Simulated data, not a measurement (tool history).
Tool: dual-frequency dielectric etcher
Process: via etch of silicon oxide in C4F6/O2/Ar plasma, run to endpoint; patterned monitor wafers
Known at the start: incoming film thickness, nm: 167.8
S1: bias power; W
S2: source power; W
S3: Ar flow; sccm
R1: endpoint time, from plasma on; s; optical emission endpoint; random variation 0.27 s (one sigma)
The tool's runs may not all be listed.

{"run": 1, "hour": 0.0, "S1": 333, "S2": 400, "S3": 259, "R1": 39.396}
{"run": 2, "hour": 6.6, "S1": 308, "S2": 390, "S3": 260, "R1": 40.972}
{"run": 3, "hour": 13.1, "S1": 308, "S2": 390, "S3": 287, "R1": 41.465}
{"run": 4, "hour": 18.8, "S1": 308, "S2": 420, "S3": 287, "R1": 40.711}
{"run": 5, "hour": 23.2, "S1": 308, "S2": 420, "S3": 325, "R1": 41.339}
{"run": 6, "hour": 30.2, "S1": 293, "S2": 420, "S3": 326, "R1": 42.137}

The next listed run, before its measurement:
{"run": 7, "hour": 31.9, "S1": 282, "S2": 420, "S3": 327, "R1": "?"}

Run 7 gave R1 42.372 s.
